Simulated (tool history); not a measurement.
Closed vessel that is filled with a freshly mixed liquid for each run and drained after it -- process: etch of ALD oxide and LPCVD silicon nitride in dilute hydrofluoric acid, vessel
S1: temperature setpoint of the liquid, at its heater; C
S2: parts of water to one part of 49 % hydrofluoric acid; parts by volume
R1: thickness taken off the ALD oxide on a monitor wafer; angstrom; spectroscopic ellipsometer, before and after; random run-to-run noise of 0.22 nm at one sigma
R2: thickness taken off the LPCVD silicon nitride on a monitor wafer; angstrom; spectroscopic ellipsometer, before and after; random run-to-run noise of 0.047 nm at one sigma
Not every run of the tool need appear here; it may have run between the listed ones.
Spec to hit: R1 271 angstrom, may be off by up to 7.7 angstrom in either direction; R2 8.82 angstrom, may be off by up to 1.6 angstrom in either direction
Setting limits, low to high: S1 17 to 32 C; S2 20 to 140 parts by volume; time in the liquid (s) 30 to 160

{"run": 1, "hour": 0.0, "S1": 24, "S2": 75, "time in the liquid (s)": 80, "R1": 158.43, "R2": 4.9785}
{"run": 2, "hour": 8.3, "S1": 24, "S2": 75, "time in the liquid (s)": 95, "R1": 186.98, "R2": 5.939}
{"run": 3, "hour": 16.4, "S1": 25, "S2": 75, "time in the liquid (s)": 95, "R1": 194.57, "R2": 6.9602}
{"run": 4, "hour": 20.9, "S1": 25, "S2": 75, "time in the liquid (s)": 65, "R1": 132.85, "R2": 4.2435}
{"run": 5, "hour": 29.8, "S1": 28, "S2": 75, "time in the liquid (s)": 65, "R1": 149.68, "R2": 5.4401}
{"run": 6, "hour": 36.1, "S1": 28, "S2": 70, "time in the liquid (s)": 65, "R1": 163.28, "R2": 5.5665}
{"run": 7, "hour": 41.5, "S1": 28.5, "S2": 65, "time in the liquid (s)": 65, "R1": 177.36, "R2": 6.6348}
{"run": 8, "hour": 50.1, "S1": 28.5, "S2": 60, "time in the liquid (s)": 65, "R1": 194.45, "R2": 6.1892}
{"run": 9, "hour": 53.7, "S1": 29, "S2": 60, "time in the liquid (s)": 65, "R1": 203.24, "R2": 7.0461}
{"run": 10, "hour": 59.5, "S1": 29.5, "S2": 55, "time in the liquid (s)": 65, "R1": 223.27, "R2": 7.7144}
{"run": 11, "hour": 67.5, "S1": 30, "S2": 50, "time in the liquid (s)": 65, "R1": 250.34, "R2": 8.7349}
{"run": 12, "hour": 70.2, "S1": 30, "S2": 45, "time in the liquid (s)": 65, "R1": 282.16, "R2": 9.9693}

5 candidate next runs follow, results not yet known. Just one meets every target within its allowed miss. Identify it.
{"run": "A", "hour": 72.9, "S1": 25.5, "S2": 35, "time in the liquid (s)": 60, "R1": "?", "R2": "?"}
{"run": "B", "hour": 72.9, "S1": 32, "S2": 75, "time in the liquid (s)": 110, "R1": "?", "R2": "?"}
{"run": "C", "hour": 72.9, "S1": 29, "S2": 65, "time in the liquid (s)": 90, "R1": "?", "R2": "?"}
{"run": "D", "hour": 72.9, "S1": 28, "S2": 40, "time in the liquid (s)": 60, "R1": "?", "R2": "?"}
{"run": "E", "hour": 72.9, "S1": 27, "S2": 25, "time in the liquid (s)": 40, "R1": "?", "R2": "?"}

move=A R1=287.41 R2=9.6351
move=B R1=299.53 R2=12.694
move=C R1=255.86 R2=9.9028
move=D R1=276.43 R2=9.9876
move=E R1=289.44 R2=9.8396
A: further off than the last run
B: further off than the last run
C: carries the result that was furthest off beyond its target, to the other side
D: every result within its allowed miss
E: further off than the last run
D is the move that brings every result within its allowed miss.
